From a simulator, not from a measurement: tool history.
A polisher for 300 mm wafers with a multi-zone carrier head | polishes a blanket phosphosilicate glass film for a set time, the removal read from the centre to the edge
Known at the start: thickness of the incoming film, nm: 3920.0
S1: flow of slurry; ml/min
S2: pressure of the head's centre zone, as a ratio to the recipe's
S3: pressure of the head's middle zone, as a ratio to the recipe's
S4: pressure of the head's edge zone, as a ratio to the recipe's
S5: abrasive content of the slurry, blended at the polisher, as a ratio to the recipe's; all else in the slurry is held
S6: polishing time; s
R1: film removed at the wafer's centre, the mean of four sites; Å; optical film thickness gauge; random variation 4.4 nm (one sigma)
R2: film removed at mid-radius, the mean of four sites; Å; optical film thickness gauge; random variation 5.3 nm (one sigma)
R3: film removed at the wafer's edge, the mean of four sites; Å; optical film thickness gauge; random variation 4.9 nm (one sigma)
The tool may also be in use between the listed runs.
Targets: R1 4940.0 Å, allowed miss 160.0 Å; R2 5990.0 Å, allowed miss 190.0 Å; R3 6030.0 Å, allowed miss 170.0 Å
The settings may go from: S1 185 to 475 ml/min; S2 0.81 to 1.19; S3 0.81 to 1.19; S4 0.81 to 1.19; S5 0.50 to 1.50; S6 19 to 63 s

| run | day | S1 | S2 | S3 | S4 | S5 | S6 | R1 | R2 | R3 |
|---|---|---|---|---|---|---|---|---|---|---|
| 1 | 0.000 | 305 | 1.00 | 1.00 | 1.00 | 1.00 | 41 | 3503.9 | 3538.5 | 3518.4 |
| 2 | 0.254 | 305 | 1.00 | 0.92 | 1.00 | 1.00 | 41 | 3544.2 | 3375.1 | 3620.8 |
| 3 | 0.288 | 305 | 1.00 | 0.92 | 1.00 | 1.00 | 34 | 2938.3 | 2785.1 | 2929.2 |
| 4 | 0.454 | 305 | 0.98 | 0.95 | 1.03 | 1.10 | 38 | 3359.9 | 3339.2 | 3458.3 |
| 5 | 0.688 | 305 | 0.98 | 0.95 | 0.98 | 1.10 | 38 | 3378.4 | 3332.0 | 3408.6 |
| 6 | 0.929 | 305 | 0.95 | 0.96 | 1.00 | 1.20 | 41 | 3615.2 | 3765.2 | 3891.3 |
| 7 | 1.071 | 305 | 0.94 | 0.98 | 1.02 | 1.25 | 43 | 3931.5 | 4051.1 | 4231.2 |
| 8 | 1.171 | 305 | 0.92 | 1.01 | 1.04 | 1.30 | 45 | 4029.3 | 4472.1 | 4474.5 |
| 9 | 1.233 | 305 | 0.91 | 1.02 | 1.05 | 1.35 | 47 | 4249.7 | 4685.7 | 4771.3 |
| 10 | 1.396 | 310 | 0.90 | 1.03 | 1.06 | 1.40 | 49 | 4441.2 | 5077.6 | 5097.7 |
| 11 | 1.458 | 310 | 0.89 | 1.04 | 1.07 | 1.40 | 50 | 4454.7 | 5208.6 | 5181.5 |
| 12 | 1.658 | 310 | 0.89 | 1.04 | 1.08 | 1.40 | 51 | 4545.8 | 5257.2 | 5282.7 |

Which of these 5 next moves meets every target?
| A | 1.858 | 375 | 0.86 | 1.06 | 1.12 | 1.40 | 56 | ? | ? | ? |
| B | 1.858 | 290 | 0.99 | 0.96 | 0.99 | 1.45 | 48 | ? | ? | ? |
| C | 1.858 | 315 | 1.03 | 1.08 | 0.97 | 1.25 | 50 | ? | ? | ? |
| D | 1.858 | 310 | 1.14 | 1.10 | 1.05 | 1.20 | 45 | ? | ? | ? |
| E | 1.858 | 270 | 0.88 | 1.00 | 1.08 | 1.50 | 46 | ? | ? | ? |

| move | R1 | R2 | R3 |
|---|---|---|---|
| A | 4934.1 | 5932.8 | 5992.6 |
| B | 4803.5 | 4689.5 | 4809.6 |
| C | 4959.7 | 5042.7 | 4701.7 |
| D | 4850.4 | 4508.4 | 4315.1 |
| E | 4102.8 | 4644.7 | 4838.6 |
A: meets every target
B: further off than the last run
C: further off than the last run
D: further off than the last run
E: further off than the last run
The right move is A.

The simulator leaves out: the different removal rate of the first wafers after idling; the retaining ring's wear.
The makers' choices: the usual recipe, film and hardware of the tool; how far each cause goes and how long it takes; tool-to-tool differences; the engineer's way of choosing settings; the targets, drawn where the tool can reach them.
